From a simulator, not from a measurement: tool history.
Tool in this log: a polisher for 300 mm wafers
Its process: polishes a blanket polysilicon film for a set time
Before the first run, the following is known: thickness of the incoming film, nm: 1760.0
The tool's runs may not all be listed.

run,hour,flow of slurry (ml/min),pressure of the wafer on the pad (psi),speed of the pad under the wafer (m/s),polishing time (s),film removed (angstrom)
1,0.0,220,1.9,1.00,78,5420.7
2,6.1,220,1.4,1.00,78,4189.7
3,11.7,215,1.3,0.98,78,3891.0
4,20.1,215,1.3,0.96,78,3795.8
5,27.8,215,1.3,1.06,78,4128.9
6,34.0,210,1.3,1.02,78,3994.7
7,41.7,205,1.3,1.00,78,3909.3

Run 8 has not been measured yet. What should we expect?
8,43.9,200,1.3,0.98,78,?

{"run 8": {"film removed (angstrom)": 3808.8}}

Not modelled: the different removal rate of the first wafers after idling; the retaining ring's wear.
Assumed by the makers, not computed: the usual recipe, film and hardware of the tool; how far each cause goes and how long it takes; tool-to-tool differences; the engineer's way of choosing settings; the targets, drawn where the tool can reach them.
